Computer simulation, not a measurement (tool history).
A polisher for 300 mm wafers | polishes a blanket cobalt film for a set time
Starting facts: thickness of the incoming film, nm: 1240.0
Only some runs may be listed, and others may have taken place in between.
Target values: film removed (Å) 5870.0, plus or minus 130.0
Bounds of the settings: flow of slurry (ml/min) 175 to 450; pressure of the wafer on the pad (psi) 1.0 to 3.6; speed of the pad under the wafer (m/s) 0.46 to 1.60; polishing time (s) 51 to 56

run    day  flow of slurry (ml/min)  pressure of the wafer on the pad (psi)  speed of the pad under the wafer (m/s)  polishing time (s)  film removed (Å)
  1  0.000                      290                                     2.3                                    1.02                  56            3877.2
  2  0.046                      265                                     2.3                                    1.02                  56            3803.3
  3  0.117                      295                                     2.6                                    1.02                  56            4165.2
  4  0.179                      225                                     2.6                                    1.02                  56            4087.8
  5  0.533                      265                                     2.6                                    1.02                  56            4137.7
  6  0.771                      280                                     2.9                                    1.04                  56            4587.1
  7  0.854                      285                                     3.1                                    1.06                  56            4878.1
  8  0.946                      285                                     3.3                                    1.08                  56            5275.0
  9  1.092                      310                                     3.6                                    1.08                  56            5702.1

4 next moves are on the table. One of them brings every result within its allowed miss. Which?
  A  1.238                      350                                     3.5                                    1.32                  51                 ?
  B  1.238                      360                                     3.6                                    1.10                  56                 ?
  C  1.238                      450                                     3.1                                    1.44                  51                 ?
  D  1.238                      315                                     3.6                                    1.04                  56                 ?

move  film removed (Å)
   A            6180.9
   B            5816.6
   C            6251.4
   D            5452.9
A: pushes the last run's worst result past its target
B: hits every target within its allowed miss
C: pushes the last run's worst result past its target
D: moves away from the targets compared with the last run
Answer: B

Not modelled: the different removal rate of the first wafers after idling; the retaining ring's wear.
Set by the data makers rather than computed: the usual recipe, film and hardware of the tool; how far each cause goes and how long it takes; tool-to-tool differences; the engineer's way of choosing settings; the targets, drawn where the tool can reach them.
